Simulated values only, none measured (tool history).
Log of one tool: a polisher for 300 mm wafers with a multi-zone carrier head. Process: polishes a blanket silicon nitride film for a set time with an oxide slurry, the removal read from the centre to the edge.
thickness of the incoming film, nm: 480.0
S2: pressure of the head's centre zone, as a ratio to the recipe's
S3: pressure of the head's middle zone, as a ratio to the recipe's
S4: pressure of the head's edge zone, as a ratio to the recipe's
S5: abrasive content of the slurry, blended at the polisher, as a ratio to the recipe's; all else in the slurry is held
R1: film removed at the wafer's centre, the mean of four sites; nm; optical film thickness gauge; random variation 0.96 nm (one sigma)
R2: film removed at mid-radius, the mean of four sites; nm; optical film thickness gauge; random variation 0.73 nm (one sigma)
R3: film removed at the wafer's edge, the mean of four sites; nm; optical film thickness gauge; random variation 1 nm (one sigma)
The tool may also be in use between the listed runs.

run 1 hour=0 | flow_of_slurry_(ml/min)=305 S2=1 S3=1 S4=1 S5=1 polishing_time_(s)=65 | R1=45.836 R2=46.004 R3=49.456
run 2 hour=6.1 | flow_of_slurry_(ml/min)=310 S2=1.01 S3=1.04 S4=1.01 S5=1.15 polishing_time_(s)=68 | R1=51.636 R2=53.559 R3=53.911
run 3 hour=13.9 | flow_of_slurry_(ml/min)=310 S2=1.01 S3=1.06 S4=1.03 S5=1.25 polishing_time_(s)=71 | R1=55.145 R2=58.149 R3=59.859
run 4 hour=15.4 | flow_of_slurry_(ml/min)=310 S2=1.01 S3=1.06 S4=1.09 S5=1.25 polishing_time_(s)=71 | R1=56.784 R2=58.61 R3=59.285
run 5 hour=15.9 | flow_of_slurry_(ml/min)=310 S2=1.01 S3=1 S4=1.09 S5=1.25 polishing_time_(s)=71 | R1=54.633 R2=56.556 R3=59.531
run 6 hour=19 | flow_of_slurry_(ml/min)=310 S2=1.01 S3=1 S4=1.09 S5=1.25 polishing_time_(s)=86 | R1=68.336 R2=67.517 R3=74.818
run 7 hour=19.9 | flow_of_slurry_(ml/min)=325 S2=1.01 S3=1.05 S4=1.09 S5=1.25 polishing_time_(s)=85 | R1=68.234 R2=70.285 R3=70.63
run 8 hour=24.3 | flow_of_slurry_(ml/min)=330 S2=1.01 S3=1.07 S4=1.09 S5=1.3 polishing_time_(s)=85 | R1=68.999 R2=72.582 R3=74.163

The next listed run, before its measurement:
run 9 hour=30.4 | flow_of_slurry_(ml/min)=335 S2=1.02 S3=1.1 S4=1.09 S5=1.3 polishing_time_(s)=85 | R1=? R2=? R3=?

Run 9 gave R1 70.792 nm, R2 73.757 nm, R3 73.38 nm.

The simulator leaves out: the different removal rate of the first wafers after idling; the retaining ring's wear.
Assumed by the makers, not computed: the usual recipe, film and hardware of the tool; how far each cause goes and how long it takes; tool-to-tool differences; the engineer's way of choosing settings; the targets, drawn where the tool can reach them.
